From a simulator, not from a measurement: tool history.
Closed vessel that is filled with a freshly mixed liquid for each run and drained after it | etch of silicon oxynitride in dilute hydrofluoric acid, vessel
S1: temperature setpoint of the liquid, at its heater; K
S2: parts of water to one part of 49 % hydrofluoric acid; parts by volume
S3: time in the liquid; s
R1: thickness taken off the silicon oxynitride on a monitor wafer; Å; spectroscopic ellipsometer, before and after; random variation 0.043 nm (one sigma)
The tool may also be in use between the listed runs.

run	hour	S1	S2	S3	R1
1	0.0	298.15	80	130	66.295
2	5.8	298.15	95	130	55.187
3	13.2	298.15	95	95	39.686
4	17.5	298.15	110	95	34.391
5	19.7	300.15	110	95	37.227
6	21.0	297.15	110	95	32.372
7	22.3	299.15	110	95	35.362
8	29.4	300.65	110	95	38.143
9	32.4	302.15	110	95	40.737
10	36.4	303.15	110	95	42.561
11	45.0	303.65	110	95	43.752

The next listed run, before its measurement:
12	48.6	304.15	110	95	?

{"run 12": {"R1": 44.692}}

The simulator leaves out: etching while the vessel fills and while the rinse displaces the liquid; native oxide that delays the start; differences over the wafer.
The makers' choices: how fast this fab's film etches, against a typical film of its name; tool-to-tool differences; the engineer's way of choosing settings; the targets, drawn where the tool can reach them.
